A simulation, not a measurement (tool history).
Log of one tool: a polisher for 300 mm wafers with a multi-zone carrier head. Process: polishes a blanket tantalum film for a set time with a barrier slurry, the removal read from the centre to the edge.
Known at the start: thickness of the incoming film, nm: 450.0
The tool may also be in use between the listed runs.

run,hour,flow of slurry (ml/min),pressure of the head's centre zone,pressure of the head's middle zone,pressure of the head's edge zone,abrasive content of the slurry,polishing time (s),film removed at the wafer's centre (angstrom),film removed at mid-radius (angstrom),film removed at the wafer's edge (angstrom)
1,0,270,1,1,1,1,81,1111,1092.5,1104.4
2,4.9,285,1.06,1.05,1.03,1.15,85,1269.4,1258.6,1230.7
3,12.3,285,1,1.05,1.03,1.15,85,1203.3,1239,1235.3
4,20.6,300,1.06,1.06,1.02,1.25,89,1381.3,1356.3,1299.9
5,25.7,310,1.1,1.08,1.04,1.35,92,1516.3,1476.3,1421.9
6,29.6,320,1.13,1.09,1.04,1.4,94,1592.5,1535,1442.3

Run 7 comes next. What will it give?
7,31.9,325,1.15,1.09,1.04,1.45,96,?,?,?

Run 7 gave film removed at the wafer's centre (angstrom) 1688.6, film removed at mid-radius (angstrom) 1585.6, film removed at the wafer's edge (angstrom) 1472.6.
